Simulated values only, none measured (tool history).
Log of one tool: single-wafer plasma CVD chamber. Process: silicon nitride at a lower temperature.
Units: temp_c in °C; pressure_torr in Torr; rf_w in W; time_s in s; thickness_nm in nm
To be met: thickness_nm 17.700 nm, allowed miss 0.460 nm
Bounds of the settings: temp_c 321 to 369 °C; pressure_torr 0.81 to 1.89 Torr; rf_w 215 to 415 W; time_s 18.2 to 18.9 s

run,hour,temp_c,pressure_torr,rf_w,time_s,thickness_nm
1,0.0,345,1.35,315,18.2,19.998
2,2.2,345,1.30,310,18.2,19.782
3,6.0,339,1.30,310,18.2,19.479
4,14.7,339,1.06,310,18.2,18.777
5,22.4,339,1.04,310,18.2,18.651
6,26.1,339,1.02,310,18.2,18.559
7,26.9,339,1.00,310,18.2,18.609
8,29.0,339,1.00,310,18.2,18.640
9,34.0,339,0.99,310,18.2,18.513
10,35.1,339,0.98,310,18.2,18.469
11,39.8,339,0.97,310,18.2,18.330
12,45.7,339,0.96,310,18.2,18.483
13,47.5,339,0.96,310,18.2,18.327

Which of these 4 next moves meets every target?
A,49.3,347,1.01,315,18.2,?
B,49.3,329,0.99,320,18.2,?
C,49.3,339,0.96,315,18.5,?
D,49.3,336,0.90,295,18.4,?

move,thickness_nm
A,18.926
B,19.185
C,19.095
D,17.938
A: further off than the last run
B: further off than the last run
C: further off than the last run
D: meets every target
Move D is the one to make.
